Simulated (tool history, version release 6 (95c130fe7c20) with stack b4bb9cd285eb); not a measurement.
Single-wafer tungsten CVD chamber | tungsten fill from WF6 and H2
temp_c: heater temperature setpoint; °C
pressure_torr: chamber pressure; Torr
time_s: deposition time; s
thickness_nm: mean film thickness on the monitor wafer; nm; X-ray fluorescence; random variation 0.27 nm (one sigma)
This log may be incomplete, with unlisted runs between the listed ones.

run 1 day=0.000 | temp_c=400 pressure_torr=37.1 time_s=41.3 | thickness_nm=143.01
run 2 day=0.229 | temp_c=395 pressure_torr=37.0 time_s=41.3 | thickness_nm=128.08
run 3 day=0.325 | temp_c=392 pressure_torr=36.9 time_s=41.3 | thickness_nm=120.50
run 4 day=0.612 | temp_c=402 pressure_torr=36.9 time_s=41.3 | thickness_nm=149.09
run 5 day=0.638 | temp_c=397 pressure_torr=36.8 time_s=41.3 | thickness_nm=134.02
run 6 day=0.888 | temp_c=401 pressure_torr=36.8 time_s=41.3 | thickness_nm=145.60
run 7 day=0.958 | temp_c=396 pressure_torr=36.7 time_s=41.3 | thickness_nm=130.74
run 8 day=1.012 | temp_c=393 pressure_torr=36.6 time_s=41.3 | thickness_nm=122.01
run 9 day=1.162 | temp_c=391 pressure_torr=36.6 time_s=41.3 | thickness_nm=116.79

Run 10, settings as shown, results not yet in. Your forecast:
run 10 day=1.296 | temp_c=390 pressure_torr=36.6 time_s=41.3 | thickness_nm=?

{"run 10": {"thickness_nm": 114.51}}
